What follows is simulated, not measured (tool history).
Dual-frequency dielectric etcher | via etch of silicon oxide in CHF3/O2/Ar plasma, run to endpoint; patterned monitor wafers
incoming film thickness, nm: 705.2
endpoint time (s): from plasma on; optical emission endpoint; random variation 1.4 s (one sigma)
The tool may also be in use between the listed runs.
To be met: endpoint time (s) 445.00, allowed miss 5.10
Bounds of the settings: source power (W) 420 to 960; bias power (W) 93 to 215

Run 1, hour 0.0: source power (W) 690, bias power (W) 154. Result: endpoint time (s) 329.25.
Run 2, hour 9.0: source power (W) 650, bias power (W) 146. Result: endpoint time (s) 347.12.
Run 3, hour 14.3: source power (W) 720, bias power (W) 146. Result: endpoint time (s) 333.15.
Run 4, hour 22.0: source power (W) 620, bias power (W) 146. Result: endpoint time (s) 353.43.
Run 5, hour 26.2: source power (W) 620, bias power (W) 162. Result: endpoint time (s) 333.56.
Run 6, hour 28.8: source power (W) 620, bias power (W) 137. Result: endpoint time (s) 365.59.
Run 7, hour 34.3: source power (W) 590, bias power (W) 134. Result: endpoint time (s) 377.72.
Run 8, hour 41.8: source power (W) 570, bias power (W) 132. Result: endpoint time (s) 383.83.
Run 9, hour 43.6: source power (W) 570, bias power (W) 132. Result: endpoint time (s) 385.45.
Run 10, hour 49.4: source power (W) 570, bias power (W) 132. Result: endpoint time (s) 385.21.
Run 11, hour 56.4: source power (W) 430, bias power (W) 102. Result: endpoint time (s) 497.87.

Which of these 4 next moves meets every target?
Run A, hour 63.4: source power (W) 460, bias power (W) 110. Result: endpoint time (s) ?.
Run B, hour 63.4: source power (W) 500, bias power (W) 117. Result: endpoint time (s) ?.
Run C, hour 63.4: source power (W) 430, bias power (W) 96. Result: endpoint time (s) ?.
Run D, hour 63.4: source power (W) 500, bias power (W) 112. Result: endpoint time (s) ?.

move  endpoint time (s)
   A             461.08
   B             430.48
   C             515.72
   D             441.65
A: nearer than the last run, and not there yet
B: takes the result that was furthest off past its target
C: further off than the last run
D: meets every target
Answer: D
